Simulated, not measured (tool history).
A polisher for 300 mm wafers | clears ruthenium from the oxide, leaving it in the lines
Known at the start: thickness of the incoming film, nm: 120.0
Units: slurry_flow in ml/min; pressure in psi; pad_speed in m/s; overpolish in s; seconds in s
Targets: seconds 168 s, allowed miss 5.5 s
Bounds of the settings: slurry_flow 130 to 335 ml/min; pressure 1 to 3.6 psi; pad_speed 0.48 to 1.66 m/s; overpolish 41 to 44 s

run 1 day=0 | slurry_flow=215 pressure=2.3 pad_speed=1.06 overpolish=41 | seconds=97.545
run 2 day=0.142 | slurry_flow=215 pressure=2.1 pad_speed=1.06 overpolish=41 | seconds=106.37
run 3 day=0.25 | slurry_flow=255 pressure=2.1 pad_speed=1.06 overpolish=41 | seconds=104.64
run 4 day=0.454 | slurry_flow=255 pressure=1.9 pad_speed=1.06 overpolish=41 | seconds=113.97
run 5 day=0.488 | slurry_flow=255 pressure=1.7 pad_speed=1.06 overpolish=41 | seconds=128.3
run 6 day=0.638 | slurry_flow=275 pressure=1.7 pad_speed=1.06 overpolish=41 | seconds=125.49
run 7 day=0.875 | slurry_flow=275 pressure=1.6 pad_speed=1.06 overpolish=41 | seconds=133.32
run 8 day=1.142 | slurry_flow=275 pressure=1.5 pad_speed=1.06 overpolish=41 | seconds=142.18
run 9 day=1.317 | slurry_flow=270 pressure=1.4 pad_speed=1.06 overpolish=41 | seconds=151.31
run 10 day=1.446 | slurry_flow=265 pressure=1.4 pad_speed=1.06 overpolish=41 | seconds=153.79
run 11 day=1.708 | slurry_flow=260 pressure=1.4 pad_speed=1.06 overpolish=41 | seconds=152.5
run 12 day=2.079 | slurry_flow=255 pressure=1.4 pad_speed=1.06 overpolish=41 | seconds=150.9

5 next moves are on the table. One of them brings every result within its allowed miss. Which?
run A day=2.45 | slurry_flow=245 pressure=1.2 pad_speed=1 overpolish=41 | seconds=?
run B day=2.45 | slurry_flow=205 pressure=1 pad_speed=1.28 overpolish=44 | seconds=?
run C day=2.45 | slurry_flow=265 pressure=1.1 pad_speed=1.08 overpolish=44 | seconds=?
run D day=2.45 | slurry_flow=285 pressure=1.1 pad_speed=1.12 overpolish=41 | seconds=?
run E day=2.45 | slurry_flow=260 pressure=1.3 pad_speed=1.04 overpolish=44 | seconds=?

move=A seconds=188.7
move=B seconds=179.77
move=C seconds=188.58
move=D seconds=180.78
move=E seconds=167.39
A: takes the result that was furthest off past its target
B: takes the result that was furthest off past its target
C: takes the result that was furthest off past its target
D: takes the result that was furthest off past its target
E: meets every target
Answer: E
